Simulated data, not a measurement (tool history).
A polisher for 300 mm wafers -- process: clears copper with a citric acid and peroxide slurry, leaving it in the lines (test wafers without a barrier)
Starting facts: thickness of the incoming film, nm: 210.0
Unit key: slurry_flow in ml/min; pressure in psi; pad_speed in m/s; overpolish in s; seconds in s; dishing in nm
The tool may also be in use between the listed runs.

| run | hour | slurry_flow | pressure | pad_speed | slurry_solids | overpolish | seconds | dishing |
|---|---|---|---|---|---|---|---|---|
| 1 | 0.0 | 125 | 3.2 | 1.04 | 1.0 | 9 | 98.624 | 14.9580 |
| 2 | 4.8 | 125 | 3.2 | 0.80 | 1.0 | 9 | 127.520 | 12.4530 |
| 3 | 11.0 | 125 | 2.6 | 0.80 | 1.0 | 9 | 152.980 | 10.2390 |
| 4 | 19.3 | 125 | 2.7 | 0.80 | 1.0 | 9 | 148.380 | 10.1960 |
| 5 | 24.1 | 100 | 2.7 | 0.80 | 1.0 | 9 | 153.920 | 9.6061 |
| 6 | 28.8 | 100 | 2.7 | 0.80 | 1.0 | 7 | 154.180 | 7.7032 |
| 7 | 34.6 | 105 | 2.8 | 0.80 | 1.0 | 7 | 146.680 | 7.8400 |

Estimate the outcome of run 8 from the log above:
| 8 | 36.5 | 110 | 2.9 | 0.80 | 1.0 | 7 | ? | ? |

seconds: 141.160 s
dishing: 8.0330 nm
